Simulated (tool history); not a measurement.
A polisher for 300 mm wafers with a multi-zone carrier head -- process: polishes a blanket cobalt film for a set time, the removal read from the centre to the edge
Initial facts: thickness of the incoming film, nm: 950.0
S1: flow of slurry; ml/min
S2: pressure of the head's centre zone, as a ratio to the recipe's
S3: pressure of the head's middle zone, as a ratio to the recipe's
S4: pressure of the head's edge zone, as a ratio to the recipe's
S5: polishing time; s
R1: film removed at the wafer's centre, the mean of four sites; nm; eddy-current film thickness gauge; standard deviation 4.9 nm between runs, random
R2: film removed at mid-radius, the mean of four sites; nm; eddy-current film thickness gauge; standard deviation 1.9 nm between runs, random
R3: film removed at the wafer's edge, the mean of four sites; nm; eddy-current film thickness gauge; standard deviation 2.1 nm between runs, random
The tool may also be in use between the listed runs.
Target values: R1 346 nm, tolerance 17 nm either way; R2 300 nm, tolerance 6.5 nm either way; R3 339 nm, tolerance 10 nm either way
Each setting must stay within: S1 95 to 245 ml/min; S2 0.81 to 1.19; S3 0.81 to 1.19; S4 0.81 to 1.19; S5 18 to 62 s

Run 1, day 0: S1 155 ml/min, S2 1, S3 1, S4 1, S5 40 s. Result: R1 226.78 nm, R2 221.26 nm, R3 221.28 nm.
Run 2, day 0.321: S1 140 ml/min, S2 1, S3 1, S4 1, S5 40 s. Result: R1 214.95 nm, R2 220.34 nm, R3 219.56 nm.
Run 3, day 0.683: S1 100 ml/min, S2 1, S3 1, S4 1, S5 40 s. Result: R1 211.77 nm, R2 211.02 nm, R3 212.77 nm.
Run 4, day 0.883: S1 100 ml/min, S2 0.97, S3 1, S4 1, S5 40 s. Result: R1 203.17 nm, R2 212.72 nm, R3 214.13 nm.
Run 5, day 1.017: S1 100 ml/min, S2 0.94, S3 1, S4 1, S5 40 s. Result: R1 197.77 nm, R2 210.48 nm, R3 212.23 nm.
Run 6, day 1.075: S1 100 ml/min, S2 0.94, S3 1, S4 1, S5 33 s. Result: R1 161.89 nm, R2 173.86 nm, R3 175.39 nm.
Run 7, day 1.108: S1 110 ml/min, S2 0.96, S3 1, S4 1.02, S5 36 s. Result: R1 181.56 nm, R2 193.21 nm, R3 193.23 nm.
Run 8, day 1.246: S1 115 ml/min, S2 0.98, S3 0.98, S4 1.04, S5 38 s. Result: R1 196.48 nm, R2 200.88 nm, R3 207.82 nm.
Run 9, day 1.321: S1 120 ml/min, S2 1, S3 0.97, S4 1.06, S5 40 s. Result: R1 211.24 nm, R2 212.02 nm, R3 220.9 nm.
Run 10, day 1.571: S1 125 ml/min, S2 1.02, S3 0.96, S4 1.08, S5 42 s. Result: R1 224.25 nm, R2 219.9 nm, R3 236.62 nm.
Run 11, day 1.742: S1 125 ml/min, S2 1.02, S3 0.96, S4 1.08, S5 42 s. Result: R1 229.97 nm, R2 224.41 nm, R3 235.28 nm.
Run 12, day 2.004: S1 130 ml/min, S2 1.03, S3 0.95, S4 1.09, S5 44 s. Result: R1 238.7 nm, R2 234.96 nm, R3 247.53 nm.
Run 13, day 2.3: S1 135 ml/min, S2 1.05, S3 0.94, S4 1.1, S5 45 s. Result: R1 250.51 nm, R2 236.13 nm, R3 260.29 nm.
Run 14, day 2.492: S1 140 ml/min, S2 1.06, S3 0.94, S4 1.11, S5 46 s. Result: R1 264.79 nm, R2 246.16 nm, R3 265.11 nm.

Which one of the following 5 next-run settings gets every result inside its allowed miss? There is exactly one.
Run A, day 2.683: S1 105 ml/min, S2 1.16, S3 0.97, S4 1.09, S5 60 s. Result: R1 ?, R2 ?, R3 ?.
Run B, day 2.683: S1 170 ml/min, S2 1.07, S3 0.86, S4 1.1, S5 58 s. Result: R1 ?, R2 ?, R3 ?.
Run C, day 2.683: S1 155 ml/min, S2 1.12, S3 1.14, S4 1.01, S5 54 s. Result: R1 ?, R2 ?, R3 ?.
Run D, day 2.683: S1 105 ml/min, S2 1.12, S3 0.94, S4 1.13, S5 54 s. Result: R1 ?, R2 ?, R3 ?.
Run E, day 2.683: S1 185 ml/min, S2 0.93, S3 0.89, S4 1, S5 62 s. Result: R1 ?, R2 ?, R3 ?.

move      R1      R2      R3
   A  364.76  314.02  333.72
   B  345.56  298.06  337.37
   C  333.51  327.71  298.04
   D  316.84  277.23  305.99
   E  324.08  328.49  346.24
A: carries the result that was furthest off beyond its target, to the other side
B: in spec on every target
C: carries the result that was furthest off beyond its target, to the other side
D: nearer the targets than the last run, but a result is still out of spec
E: carries the result that was furthest off beyond its target, to the other side
The move that meets every target is B.

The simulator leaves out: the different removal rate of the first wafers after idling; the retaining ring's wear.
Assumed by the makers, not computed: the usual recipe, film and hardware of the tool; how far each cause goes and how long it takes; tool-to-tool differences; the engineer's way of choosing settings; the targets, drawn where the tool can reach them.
